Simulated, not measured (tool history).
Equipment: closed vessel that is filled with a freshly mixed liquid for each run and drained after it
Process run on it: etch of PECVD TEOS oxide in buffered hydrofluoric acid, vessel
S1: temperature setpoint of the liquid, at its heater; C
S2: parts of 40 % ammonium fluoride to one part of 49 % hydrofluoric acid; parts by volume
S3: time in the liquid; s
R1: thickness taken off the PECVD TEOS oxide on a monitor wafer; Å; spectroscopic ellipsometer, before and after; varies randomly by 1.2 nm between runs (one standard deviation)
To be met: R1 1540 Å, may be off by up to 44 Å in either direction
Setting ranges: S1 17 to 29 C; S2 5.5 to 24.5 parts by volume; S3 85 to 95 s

{"run": 1, "hour": 0.0, "S1": 21, "S2": 15, "S3": 85, "R1": 804.33}
{"run": 2, "hour": 6.6, "S1": 23.5, "S2": 15, "S3": 85, "R1": 899.05}
{"run": 3, "hour": 10.2, "S1": 24, "S2": 14.5, "S3": 85, "R1": 966.2}
{"run": 4, "hour": 18.6, "S1": 24.5, "S2": 14, "S3": 85, "R1": 1028.8}
{"run": 5, "hour": 25.1, "S1": 25, "S2": 13.5, "S3": 85, "R1": 1083.8}
{"run": 6, "hour": 26.2, "S1": 23, "S2": 13.5, "S3": 85, "R1": 989.8}
{"run": 7, "hour": 29.4, "S1": 23.5, "S2": 13.5, "S3": 85, "R1": 1008.9}
{"run": 8, "hour": 35.2, "S1": 24, "S2": 13.5, "S3": 85, "R1": 1031.1}
{"run": 9, "hour": 44.1, "S1": 24.5, "S2": 13.5, "S3": 85, "R1": 1070.4}
{"run": 10, "hour": 49.8, "S1": 25, "S2": 13.5, "S3": 85, "R1": 1082.5}
{"run": 11, "hour": 50.9, "S1": 25.5, "S2": 13.5, "S3": 85, "R1": 1132.9}
{"run": 12, "hour": 59.1, "S1": 26, "S2": 13.5, "S3": 85, "R1": 1147.8}

Consider the 4 candidate settings below. Which is the only one whose results all fall within their allowed miss of target?
{"run": "A", "hour": 67.3, "S1": 27, "S2": 10.5, "S3": 90, "R1": "?"}
{"run": "B", "hour": 67.3, "S1": 28, "S2": 12.5, "S3": 95, "R1": "?"}
{"run": "C", "hour": 67.3, "S1": 25.5, "S2": 10, "S3": 95, "R1": "?"}
{"run": "D", "hour": 67.3, "S1": 26, "S2": 12, "S3": 95, "R1": "?"}

move=A R1=1639.3
move=B R1=1539.8
move=C R1=1674
move=D R1=1439.8
A: takes the result that was furthest off past its target
B: every result lands within tolerance
C: takes the result that was furthest off past its target
D: closer than the last run, but not yet in spec
B is the move that brings every result within its allowed miss.

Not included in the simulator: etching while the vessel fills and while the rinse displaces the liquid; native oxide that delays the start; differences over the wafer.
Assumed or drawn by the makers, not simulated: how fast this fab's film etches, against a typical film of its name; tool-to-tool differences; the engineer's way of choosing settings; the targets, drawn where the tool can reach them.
